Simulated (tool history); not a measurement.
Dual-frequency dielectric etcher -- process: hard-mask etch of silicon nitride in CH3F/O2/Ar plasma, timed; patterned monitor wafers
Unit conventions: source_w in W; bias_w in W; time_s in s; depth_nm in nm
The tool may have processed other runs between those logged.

run,hour,source_w,bias_w,time_s,depth_nm
1,0,540,91,213.5,180.82
2,8.3,580,92,213.5,185.71
3,17,490,92,213.5,175.97
4,25.1,550,93,213.5,182.43
5,28,590,94,213.5,187.99
6,35.5,620,95,213.5,193.22
7,38.8,640,95,213.5,195.31
8,42.6,650,95,213.5,195.04

Forecast run 9:
9,44.8,670,95,213.5,?

depth_nm: 197.55 nm

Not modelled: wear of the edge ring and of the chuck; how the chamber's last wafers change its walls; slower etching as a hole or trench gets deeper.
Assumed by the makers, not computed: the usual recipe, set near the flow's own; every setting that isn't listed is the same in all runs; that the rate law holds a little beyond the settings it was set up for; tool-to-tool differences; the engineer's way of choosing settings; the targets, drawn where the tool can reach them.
